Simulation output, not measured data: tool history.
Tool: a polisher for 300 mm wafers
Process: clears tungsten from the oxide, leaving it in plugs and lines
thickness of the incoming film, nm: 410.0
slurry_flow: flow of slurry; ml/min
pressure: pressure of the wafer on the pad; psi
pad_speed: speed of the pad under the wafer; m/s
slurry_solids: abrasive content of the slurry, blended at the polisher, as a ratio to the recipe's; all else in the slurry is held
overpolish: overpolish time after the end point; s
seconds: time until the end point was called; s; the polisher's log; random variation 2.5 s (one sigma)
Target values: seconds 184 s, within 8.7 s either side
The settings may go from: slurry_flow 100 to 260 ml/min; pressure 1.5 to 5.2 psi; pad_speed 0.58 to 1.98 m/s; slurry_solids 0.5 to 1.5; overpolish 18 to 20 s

| run | hour | slurry_flow | pressure | pad_speed | slurry_solids | overpolish | seconds |
|---|---|---|---|---|---|---|---|
| 1 | 0 | 165 | 3.3 | 1.28 | 1 | 18 | 82.958 |
| 2 | 0.5 | 165 | 3.3 | 1.28 | 1 | 18 | 82.308 |
| 3 | 5.2 | 165 | 3.1 | 1.24 | 1 | 18 | 88.721 |
| 4 | 11.2 | 165 | 3.1 | 1.24 | 1.15 | 18 | 87.122 |
| 5 | 13.6 | 165 | 2.9 | 1.2 | 1.15 | 18 | 95.181 |
| 6 | 19.7 | 120 | 2.9 | 1.2 | 1.15 | 18 | 99.612 |
| 7 | 25.6 | 120 | 2.7 | 1.16 | 1.15 | 18 | 109.34 |
| 8 | 27 | 120 | 2.5 | 1.14 | 1.15 | 18 | 124.08 |
| 9 | 32.1 | 120 | 2.4 | 1.14 | 1.15 | 18 | 124.7 |
| 10 | 36.5 | 115 | 1.5 | 0.92 | 1.15 | 18 | 243.87 |
| 11 | 40.8 | 150 | 2.1 | 0.92 | 1.15 | 18 | 171.55 |

Which single option among these 4 for the next run brings every result within its allowed miss of target? Just one does.
| A | 45.1 | 145 | 2 | 1.04 | 1.1 | 20 | ? |
| B | 45.1 | 140 | 2.6 | 0.78 | 1.1 | 18 | ? |
| C | 45.1 | 115 | 2.6 | 0.66 | 1.45 | 18 | ? |
| D | 45.1 | 140 | 1.8 | 1.08 | 1.2 | 18 | ? |

| move | seconds |
|---|---|
| A | 157.58 |
| B | 162.23 |
| C | 183.94 |
| D | 165.6 |
A: its largest miss is bigger than the last run's
B: its largest miss is bigger than the last run's
C: meets every target
D: its largest miss is bigger than the last run's
The right move is C.

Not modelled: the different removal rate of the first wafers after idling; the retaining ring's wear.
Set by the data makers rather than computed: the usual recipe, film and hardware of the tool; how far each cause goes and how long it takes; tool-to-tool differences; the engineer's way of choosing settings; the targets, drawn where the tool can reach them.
